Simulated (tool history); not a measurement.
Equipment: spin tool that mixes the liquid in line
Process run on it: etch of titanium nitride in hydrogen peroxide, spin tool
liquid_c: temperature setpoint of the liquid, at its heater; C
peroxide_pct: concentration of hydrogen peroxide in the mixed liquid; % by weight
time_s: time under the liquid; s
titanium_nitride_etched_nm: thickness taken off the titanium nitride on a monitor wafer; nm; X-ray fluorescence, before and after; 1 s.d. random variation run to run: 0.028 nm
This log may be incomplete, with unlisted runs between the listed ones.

run  hour  liquid_c  peroxide_pct  time_s  titanium_nitride_etched_nm
  1   0.0      44.0          22.5      85                      1.2579
  2   7.3      44.0          19.0      85                      1.1946
  3  12.5      44.0          19.0      65                      0.9284
  4  21.0      46.5          19.0      65                      1.1285
  5  25.5      48.5          19.0      65                      1.2720
  6  31.7      50.5          19.0      65                      1.5160
     39.9  -- thermometer replaced
  7  39.9      51.5          19.0      65                      1.8742

Run 8 is up next; what results do you expect?
  8  48.8      52.0          19.0      65                           ?

{"run 8": {"titanium_nitride_etched_nm": 1.94}}
